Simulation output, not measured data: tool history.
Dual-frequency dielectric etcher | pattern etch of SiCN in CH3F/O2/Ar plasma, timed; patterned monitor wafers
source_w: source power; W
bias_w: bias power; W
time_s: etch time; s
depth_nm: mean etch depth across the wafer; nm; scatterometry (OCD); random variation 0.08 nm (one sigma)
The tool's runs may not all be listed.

run  hour  source_w  bias_w  time_s  depth_nm
  1     0       350      68    45.5    15.812
  2   1.5       350      64    45.5    15.444
  3   5.8       340      63    45.5    15.108
  4   7.5       310      63    45.5    14.148
  5  10.1       370      63    45.5    15.843
  6  16.1       360      63    45.5    15.623

Forecast run 7:
  7  18.2       350      63    45.5         ?

Run 7 gave depth_nm 15.294 nm.

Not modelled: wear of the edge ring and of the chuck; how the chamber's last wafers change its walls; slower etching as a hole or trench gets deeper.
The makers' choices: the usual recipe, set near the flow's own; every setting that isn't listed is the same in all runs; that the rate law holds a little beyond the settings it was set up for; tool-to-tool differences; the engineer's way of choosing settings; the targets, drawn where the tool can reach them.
